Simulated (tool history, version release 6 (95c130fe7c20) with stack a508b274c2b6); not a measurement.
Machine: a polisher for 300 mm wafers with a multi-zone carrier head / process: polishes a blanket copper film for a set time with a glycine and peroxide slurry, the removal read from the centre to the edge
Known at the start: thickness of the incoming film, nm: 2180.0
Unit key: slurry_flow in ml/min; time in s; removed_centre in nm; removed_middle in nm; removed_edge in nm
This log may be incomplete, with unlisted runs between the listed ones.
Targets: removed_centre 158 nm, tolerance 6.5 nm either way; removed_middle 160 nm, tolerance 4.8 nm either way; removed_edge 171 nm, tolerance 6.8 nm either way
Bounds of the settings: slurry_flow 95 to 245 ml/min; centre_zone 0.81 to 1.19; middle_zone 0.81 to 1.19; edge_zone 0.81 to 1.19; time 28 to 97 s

run  hour  slurry_flow  centre_zone  middle_zone  edge_zone  time  removed_centre  removed_middle  removed_edge
  1     0          155            1            1          1    62          305.39          308.42        310.67
  2   7.7          155            1            1          1    71          349.04          350.86        352.71
  3  13.3          155         1.07            1          1    71          371.04          348.26        354.06
  4  22.1          155         1.07            1       0.97    71          377.08          350.27        347.59
  5    24          145         1.03         0.98       0.96    63          315.64          306.02        307.22
  6    32          135         1.01         0.95       0.94    56           268.2          260.58           271
  7  35.6          135            1         0.94       0.93    51          243.38          232.92        244.66
  8  42.9          135         0.98         0.93       0.92    47          220.29          213.23        219.74
  9  45.3          135         0.95         0.91       0.91    45           202.6          202.29        210.39
 10  50.5          135         0.94         0.89        0.9    44           196.4           197.8        203.46
 11    59          130         0.93         0.87       0.89    43          185.79          185.91        199.52
 12    64          130         0.92         0.86       0.88    42          181.75          180.18        187.47
 13  70.3          125         0.91         0.85       0.88    42          178.92          175.64        189.25
 14  76.3          120         0.87         0.85       0.83    36          142.08          151.33        158.72
 15  78.4          125         0.87         0.85       0.84    36          142.94          150.56        159.54
 16  83.6          130         0.87         0.85       0.85    36          146.06          150.94        158.76
 17  85.5          125         0.88         0.85       0.86    36          146.72          149.82        160.12
 18  91.3          130         0.88         0.86       0.87    36          146.03          152.89        162.58
 19  95.9          135         0.89         0.86       0.88    36          153.48          155.51        164.65

Next run, 5 choices. One meets every target within its allowed miss, the rest don't. Which?
  A  100.5          140         0.91         0.81       0.85    36               ?               ?             ?
  B  100.5          175         0.93         0.93       0.86    33               ?               ?             ?
  C  100.5          160         0.91         0.93       0.81    34               ?               ?             ?
  D  100.5          125         0.89         0.86       0.87    38               ?               ?             ?
  E  100.5          145         0.91         0.87        0.9    34               ?               ?             ?

move  removed_centre  removed_middle  removed_edge
   A          154.41          149.24        165.42
   B          151.44          159.49        156.62
   C          150.09          161.91        155.44
   D          155.25          161.64        173.43
   E          147.02          150.45        160.98
A: the biggest miss grows against the last run
B: corrects the largest miss of the last run, while another result sits out of spec
C: corrects the largest miss of the last run, while another result sits out of spec
D: all results in spec
E: the biggest miss grows against the last run
The right move is D.
